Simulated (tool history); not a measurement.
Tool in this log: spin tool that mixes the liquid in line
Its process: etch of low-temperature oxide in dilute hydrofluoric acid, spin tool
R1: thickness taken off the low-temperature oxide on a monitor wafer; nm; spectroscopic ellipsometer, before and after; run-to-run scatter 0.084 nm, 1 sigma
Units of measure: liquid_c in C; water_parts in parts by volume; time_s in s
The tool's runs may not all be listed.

Run 1, day 0.000: liquid_c 23.0 C, water_parts 75 parts by volume, time_s 20 s. Result: R1 5.0309 nm.
Run 2, day 0.233: liquid_c 25.0 C, water_parts 70 parts by volume, time_s 20 s. Result: R1 5.9022 nm.
Run 3, day 0.383: liquid_c 26.5 C, water_parts 65 parts by volume, time_s 20 s. Result: R1 6.7664 nm.
Run 4, day 0.450: liquid_c 28.0 C, water_parts 60 parts by volume, time_s 20 s. Result: R1 7.9152 nm.
Run 5, day 0.746: liquid_c 29.0 C, water_parts 60 parts by volume, time_s 20 s. Result: R1 8.3183 nm.
Run 6, day 1.067: liquid_c 26.5 C, water_parts 60 parts by volume, time_s 20 s. Result: R1 7.4528 nm.
Run 7, day 1.346: liquid_c 26.5 C, water_parts 60 parts by volume, time_s 20 s. Result: R1 7.6115 nm.
Run 8, day 1.567: liquid_c 27.5 C, water_parts 60 parts by volume, time_s 20 s. Result: R1 7.8891 nm.
Run 9, day 1.629: liquid_c 28.5 C, water_parts 60 parts by volume, time_s 20 s. Result: R1 8.1562 nm.
Run 10, day 1.775: liquid_c 29.0 C, water_parts 60 parts by volume, time_s 20 s. Result: R1 8.3074 nm.

What does the tool deliver on the next run?
Run 11, day 1.804: liquid_c 29.5 C, water_parts 60 parts by volume, time_s 20 s. Result: R1 ?.

{"run 11": {"R1": 8.4812}}

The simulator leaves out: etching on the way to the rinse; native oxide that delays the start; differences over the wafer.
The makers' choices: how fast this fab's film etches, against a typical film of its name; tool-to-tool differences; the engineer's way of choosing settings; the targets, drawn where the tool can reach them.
